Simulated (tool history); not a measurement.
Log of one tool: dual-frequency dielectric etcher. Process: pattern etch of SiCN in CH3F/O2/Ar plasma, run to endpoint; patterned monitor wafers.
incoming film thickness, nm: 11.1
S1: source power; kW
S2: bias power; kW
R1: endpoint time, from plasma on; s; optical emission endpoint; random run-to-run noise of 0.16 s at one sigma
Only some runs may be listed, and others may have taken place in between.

{"run": 1, "hour": 0.0, "S1": 0.39, "S2": 0.091, "R1": 28.215}
{"run": 2, "hour": 3.6, "S1": 0.39, "S2": 0.101, "R1": 27.362}
{"run": 3, "hour": 10.6, "S1": 0.38, "S2": 0.099, "R1": 28.086}
{"run": 4, "hour": 16.0, "S1": 0.37, "S2": 0.098, "R1": 27.978}
{"run": 5, "hour": 17.2, "S1": 0.31, "S2": 0.098, "R1": 29.464}
{"run": 6, "hour": 21.1, "S1": 0.3, "S2": 0.096, "R1": 29.763}
{"run": 7, "hour": 23.9, "S1": 0.29, "S2": 0.094, "R1": 30.419}
{"run": 8, "hour": 28.1, "S1": 0.29, "S2": 0.094, "R1": 30.618}
{"run": 9, "hour": 29.8, "S1": 0.28, "S2": 0.093, "R1": 30.697}
{"run": 10, "hour": 33.3, "S1": 0.28, "S2": 0.092, "R1": 30.9}
{"run": 11, "hour": 36.3, "S1": 0.28, "S2": 0.091, "R1": 31.478}

What does the tool deliver on the next run?
{"run": 12, "hour": 38.2, "S1": 0.26, "S2": 0.09, "R1": "?"}

R1: 31.702 s
